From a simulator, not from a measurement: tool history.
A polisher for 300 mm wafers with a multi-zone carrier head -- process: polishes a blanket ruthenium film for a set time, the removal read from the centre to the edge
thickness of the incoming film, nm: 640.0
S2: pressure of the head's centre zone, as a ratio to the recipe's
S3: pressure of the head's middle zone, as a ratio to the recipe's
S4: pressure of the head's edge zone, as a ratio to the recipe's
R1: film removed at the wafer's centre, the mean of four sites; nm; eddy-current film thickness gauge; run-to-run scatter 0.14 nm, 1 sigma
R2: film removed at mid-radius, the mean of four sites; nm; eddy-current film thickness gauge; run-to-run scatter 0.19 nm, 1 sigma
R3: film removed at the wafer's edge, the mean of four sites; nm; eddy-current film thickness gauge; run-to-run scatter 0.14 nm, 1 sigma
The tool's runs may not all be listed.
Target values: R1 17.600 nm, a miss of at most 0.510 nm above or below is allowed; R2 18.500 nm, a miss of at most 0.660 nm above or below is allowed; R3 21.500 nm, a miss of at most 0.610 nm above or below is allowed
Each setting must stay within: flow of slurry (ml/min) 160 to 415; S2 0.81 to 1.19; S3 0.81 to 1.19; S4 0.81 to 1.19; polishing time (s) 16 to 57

{"run": 1, "hour": 0.0, "flow of slurry (ml/min)": 265, "S2": 1.0, "S3": 1.0, "S4": 1.0, "polishing time (s)": 36, "R1": 29.143, "R2": 30.05, "R3": 28.783}
{"run": 2, "hour": 3.0, "flow of slurry (ml/min)": 255, "S2": 0.96, "S3": 0.96, "S4": 1.01, "polishing time (s)": 34, "R1": 26.288, "R2": 26.639, "R3": 27.224}
{"run": 3, "hour": 10.1, "flow of slurry (ml/min)": 255, "S2": 0.96, "S3": 0.88, "S4": 1.01, "polishing time (s)": 34, "R1": 26.14, "R2": 24.599, "R3": 27.353}
{"run": 4, "hour": 12.4, "flow of slurry (ml/min)": 255, "S2": 0.96, "S3": 0.88, "S4": 1.01, "polishing time (s)": 26, "R1": 19.864, "R2": 18.712, "R3": 20.673}
{"run": 5, "hour": 17.8, "flow of slurry (ml/min)": 205, "S2": 0.96, "S3": 0.88, "S4": 1.01, "polishing time (s)": 26, "R1": 19.11, "R2": 18.226, "R3": 20.309}
{"run": 6, "hour": 20.9, "flow of slurry (ml/min)": 200, "S2": 0.94, "S3": 0.88, "S4": 1.03, "polishing time (s)": 26, "R1": 18.872, "R2": 18.296, "R3": 20.39}
{"run": 7, "hour": 27.0, "flow of slurry (ml/min)": 195, "S2": 0.92, "S3": 0.88, "S4": 1.05, "polishing time (s)": 26, "R1": 18.438, "R2": 18.26, "R3": 20.38}
{"run": 8, "hour": 31.4, "flow of slurry (ml/min)": 190, "S2": 0.9, "S3": 0.88, "S4": 1.07, "polishing time (s)": 26, "R1": 17.563, "R2": 18.477, "R3": 20.741}

Below are 4 possible settings for the next run. Only one of them brings all results inside the allowed miss of their targets. Which is it?
{"run": "A", "hour": 35.8, "flow of slurry (ml/min)": 240, "S2": 0.89, "S3": 0.82, "S4": 0.99, "polishing time (s)": 25, "R1": "?", "R2": "?", "R3": "?"}
{"run": "B", "hour": 35.8, "flow of slurry (ml/min)": 165, "S2": 0.88, "S3": 0.88, "S4": 1.09, "polishing time (s)": 27, "R1": "?", "R2": "?", "R3": "?"}
{"run": "C", "hour": 35.8, "flow of slurry (ml/min)": 160, "S2": 0.93, "S3": 0.82, "S4": 1.18, "polishing time (s)": 26, "R1": "?", "R2": "?", "R3": "?"}
{"run": "D", "hour": 35.8, "flow of slurry (ml/min)": 160, "S2": 0.9, "S3": 0.83, "S4": 1.13, "polishing time (s)": 27, "R1": "?", "R2": "?", "R3": "?"}

move=A R1=17.506 R2=17.164 R3=19.620
move=B R1=17.392 R2=18.406 R3=21.157
move=C R1=17.565 R2=16.605 R3=21.133
move=D R1=17.649 R2=17.419 R3=21.457
A: moves away from the targets compared with the last run
B: every result within its allowed miss
C: puts the biggest miss on target and leaves a different result outside tolerance
D: puts the biggest miss on target and leaves a different result outside tolerance
The move that meets every target is B.
